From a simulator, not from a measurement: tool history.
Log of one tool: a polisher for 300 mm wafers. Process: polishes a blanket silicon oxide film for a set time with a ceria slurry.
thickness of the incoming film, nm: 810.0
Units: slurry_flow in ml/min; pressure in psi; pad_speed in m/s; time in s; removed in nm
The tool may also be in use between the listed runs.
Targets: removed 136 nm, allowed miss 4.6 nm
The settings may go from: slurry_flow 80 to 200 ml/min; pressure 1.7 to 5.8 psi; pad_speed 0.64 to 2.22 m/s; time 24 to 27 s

{"run": 1, "hour": 0.0, "slurry_flow": 130, "pressure": 3.7, "pad_speed": 1.42, "time": 27, "removed": 209.01}
{"run": 2, "hour": 1.6, "slurry_flow": 125, "pressure": 3.3, "pad_speed": 1.42, "time": 27, "removed": 182.59}
{"run": 3, "hour": 8.3, "slurry_flow": 155, "pressure": 3.3, "pad_speed": 1.42, "time": 27, "removed": 193.5}
{"run": 4, "hour": 14.2, "slurry_flow": 180, "pressure": 3.3, "pad_speed": 1.42, "time": 27, "removed": 201.63}
{"run": 5, "hour": 21.0, "slurry_flow": 170, "pressure": 3, "pad_speed": 1.42, "time": 27, "removed": 180.14}
{"run": 6, "hour": 24.9, "slurry_flow": 170, "pressure": 3, "pad_speed": 1.6, "time": 27, "removed": 201.22}
{"run": 7, "hour": 30.0, "slurry_flow": 160, "pressure": 2.7, "pad_speed": 1.6, "time": 27, "removed": 185.21}
{"run": 8, "hour": 33.3, "slurry_flow": 155, "pressure": 2.4, "pad_speed": 1.6, "time": 27, "removed": 167.22}
{"run": 9, "hour": 39.1, "slurry_flow": 150, "pressure": 2.2, "pad_speed": 1.6, "time": 27, "removed": 153.06}
{"run": 10, "hour": 43.9, "slurry_flow": 140, "pressure": 2.1, "pad_speed": 1.6, "time": 27, "removed": 144.53}
{"run": 11, "hour": 47.7, "slurry_flow": 140, "pressure": 2.1, "pad_speed": 1.6, "time": 27, "removed": 144.12}
{"run": 12, "hour": 50.1, "slurry_flow": 135, "pressure": 2.1, "pad_speed": 1.6, "time": 27, "removed": 144.23}
{"run": 13, "hour": 53.9, "slurry_flow": 130, "pressure": 2.1, "pad_speed": 1.6, "time": 27, "removed": 142.95}

4 next moves are on the table. One of them brings every result within its allowed miss. Which?
{"run": "A", "hour": 57.7, "slurry_flow": 145, "pressure": 2.1, "pad_speed": 1.84, "time": 24, "removed": "?"}
{"run": "B", "hour": 57.7, "slurry_flow": 80, "pressure": 2.2, "pad_speed": 1.8, "time": 27, "removed": "?"}
{"run": "C", "hour": 57.7, "slurry_flow": 110, "pressure": 1.8, "pad_speed": 1.68, "time": 27, "removed": "?"}
{"run": "D", "hour": 57.7, "slurry_flow": 145, "pressure": 1.9, "pad_speed": 1.58, "time": 27, "removed": "?"}

move=A removed=150.16
move=B removed=150.37
move=C removed=129.82
move=D removed=134.56
A: further off than the last run
B: further off than the last run
C: takes the result that was furthest off past its target
D: meets every target
Answer: D
